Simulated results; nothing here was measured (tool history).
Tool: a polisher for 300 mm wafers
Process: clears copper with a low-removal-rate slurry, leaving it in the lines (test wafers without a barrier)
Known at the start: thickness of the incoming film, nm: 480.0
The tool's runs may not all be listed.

| run | hour | flow of slurry (ml/min) | pressure of the wafer on the pad (kPa) | speed of the pad under the wafer (cm/s) | abrasive content of the slurry | overpolish time after the end point (s) | time until the end point was called (s) | dishing of a wide line in a test structure (nm) |
|---|---|---|---|---|---|---|---|---|
| 1 | 0.0 | 145 | 21.4 | 110 | 1.00 | 17 | 176.12 | 28.749 |
| 2 | 5.9 | 115 | 21.4 | 110 | 1.00 | 17 | 181.01 | 28.384 |
| 3 | 12.8 | 115 | 21.4 | 92 | 1.00 | 17 | 218.00 | 24.236 |
| 4 | 20.6 | 115 | 19.3 | 92 | 1.00 | 17 | 241.94 | 22.306 |
| 5 | 22.1 | 140 | 20.7 | 92 | 0.95 | 14 | 209.68 | 20.425 |
| 6 | 30.0 | 140 | 20.7 | 92 | 1.05 | 14 | 209.90 | 21.245 |
| 7 | 38.9 | 160 | 21.4 | 92 | 0.95 | 12 | 207.96 | 18.803 |
| 8 | 44.4 | 175 | 22.8 | 94 | 0.85 | 10 | 188.07 | 16.713 |
| 9 | 45.9 | 180 | 24.1 | 94 | 0.80 | 9 | 184.48 | 15.605 |
| 10 | 47.8 | 185 | 25.5 | 94 | 0.75 | 8 | 179.38 | 14.837 |
|  | 48.9 | slurry blender recalibrated |
| 11 | 48.9 | 190 | 26.9 | 94 | 0.70 | 7 | 163.04 | 13.921 |
| 12 | 51.2 | 205 | 29.0 | 92 | 0.60 | 6 | 163.57 | 12.609 |

Forecast run 13:
| 13 | 52.7 | 205 | 29.6 | 92 | 0.60 | 6 | ? | ? |

time until the end point was called (s): 154.79
dishing of a wide line in a test structure (nm): 12.427
